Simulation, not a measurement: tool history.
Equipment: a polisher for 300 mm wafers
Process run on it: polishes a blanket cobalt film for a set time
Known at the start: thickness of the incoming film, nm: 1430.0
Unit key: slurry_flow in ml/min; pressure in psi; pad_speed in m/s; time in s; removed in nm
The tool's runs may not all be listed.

Run 1, day 0.000: slurry_flow 205 ml/min, pressure 1.8 psi, pad_speed 0.90 m/s, time 125 s. Result: removed 476.36 nm.
Run 2, day 0.196: slurry_flow 160 ml/min, pressure 1.8 psi, pad_speed 0.90 m/s, time 125 s. Result: removed 470.61 nm.
Run 3, day 0.521: slurry_flow 160 ml/min, pressure 1.8 psi, pad_speed 0.90 m/s, time 131 s. Result: removed 487.85 nm.
Run 4, day 0.554: slurry_flow 185 ml/min, pressure 1.8 psi, pad_speed 0.90 m/s, time 131 s. Result: removed 495.12 nm.
Run 5, day 0.671: slurry_flow 185 ml/min, pressure 1.7 psi, pad_speed 0.90 m/s, time 131 s. Result: removed 483.57 nm.
Run 6, day 0.917: slurry_flow 135 ml/min, pressure 1.7 psi, pad_speed 0.90 m/s, time 131 s. Result: removed 435.89 nm.
Run 7, day 1.117: slurry_flow 135 ml/min, pressure 1.6 psi, pad_speed 0.90 m/s, time 131 s. Result: removed 417.90 nm.

What will run 8 give?
Run 8, day 1.450: slurry_flow 135 ml/min, pressure 1.5 psi, pad_speed 0.90 m/s, time 131 s. Result: removed ?.

Logged for run 8: removed 386.73 nm.
